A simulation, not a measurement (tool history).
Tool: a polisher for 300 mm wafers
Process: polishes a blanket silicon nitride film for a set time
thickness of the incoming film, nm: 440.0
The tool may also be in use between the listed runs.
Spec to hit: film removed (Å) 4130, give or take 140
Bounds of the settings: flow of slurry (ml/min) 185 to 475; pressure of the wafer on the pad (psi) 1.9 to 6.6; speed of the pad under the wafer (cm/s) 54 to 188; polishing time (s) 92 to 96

| run | hour | flow of slurry (ml/min) | pressure of the wafer on the pad (psi) | speed of the pad under the wafer (cm/s) | polishing time (s) | film removed (Å) |
|---|---|---|---|---|---|---|
| 1 | 0 | 305 | 4.2 | 120 | 92 | 2515.6 |
| 2 | 4.4 | 305 | 4.2 | 94 | 92 | 2091.8 |
| 3 | 7.8 | 305 | 4.8 | 98 | 92 | 2487.7 |
| 4 | 10.6 | 305 | 5.3 | 100 | 92 | 2781.2 |
| 5 | 14.8 | 360 | 5.3 | 100 | 92 | 2757.1 |
| 6 | 21.6 | 360 | 5.3 | 84 | 92 | 2388 |
| 7 | 28.8 | 355 | 5.6 | 92 | 92 | 2766.3 |
| 8 | 31.8 | 355 | 5.9 | 98 | 92 | 3051.2 |
| 9 | 37.2 | 355 | 5.9 | 98 | 92 | 3082.9 |

Of the 4 settings listed for the next run, only one would bring every result within its allowed miss of target. Which one?
| A | 42.6 | 400 | 5.3 | 70 | 92 | ? |
| B | 42.6 | 365 | 4.6 | 80 | 92 | ? |
| C | 42.6 | 335 | 6.4 | 122 | 96 | ? |
| D | 42.6 | 400 | 5.7 | 88 | 92 | ? |

| move | film removed (Å) |
|---|---|
| A | 2122.3 |
| B | 2047.6 |
| C | 4093.2 |
| D | 2734.3 |
A: misses by more than the last run did
B: misses by more than the last run did
C: all results land within tolerance of their targets
D: misses by more than the last run did
Move C is the one to make.

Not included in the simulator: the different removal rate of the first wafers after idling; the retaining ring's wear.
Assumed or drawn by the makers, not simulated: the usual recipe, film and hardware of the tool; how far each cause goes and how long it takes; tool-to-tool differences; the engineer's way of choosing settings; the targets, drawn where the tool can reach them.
